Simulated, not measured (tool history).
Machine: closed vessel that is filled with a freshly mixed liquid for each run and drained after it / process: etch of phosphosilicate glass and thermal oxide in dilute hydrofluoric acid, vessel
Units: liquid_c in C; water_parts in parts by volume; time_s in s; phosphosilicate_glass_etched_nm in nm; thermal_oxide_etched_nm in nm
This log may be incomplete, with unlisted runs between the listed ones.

run,hour,liquid_c,water_parts,time_s,phosphosilicate_glass_etched_nm,thermal_oxide_etched_nm
1,0,25,190,60,31.192,1.4689
2,5.9,27,180,60,35.661,1.7254
3,14.5,25.5,180,60,33.865,1.5768
4,18.8,27,170,60,38.096,1.8444
5,24.6,27,170,50,31.794,1.4847
6,30.2,27,210,50,24.628,1.2033
7,36.2,28.5,185,50,30.086,1.4468
8,41.7,29.5,170,50,34.774,1.5985
9,44.1,30,160,50,38.094,1.8061
10,52.6,31,155,50,40.955,1.9316
# hour 55.8: thermometer replaced
11,55.8,31,155,50,38.045,1.8419
12,63.6,33,125,50,53.108,2.4381

Run 13 is up next; what results do you expect?
13,71.9,32.5,125,50,?,?

{"run 13": {"phosphosilicate_glass_etched_nm": 51.582, "thermal_oxide_etched_nm": 2.4752}}

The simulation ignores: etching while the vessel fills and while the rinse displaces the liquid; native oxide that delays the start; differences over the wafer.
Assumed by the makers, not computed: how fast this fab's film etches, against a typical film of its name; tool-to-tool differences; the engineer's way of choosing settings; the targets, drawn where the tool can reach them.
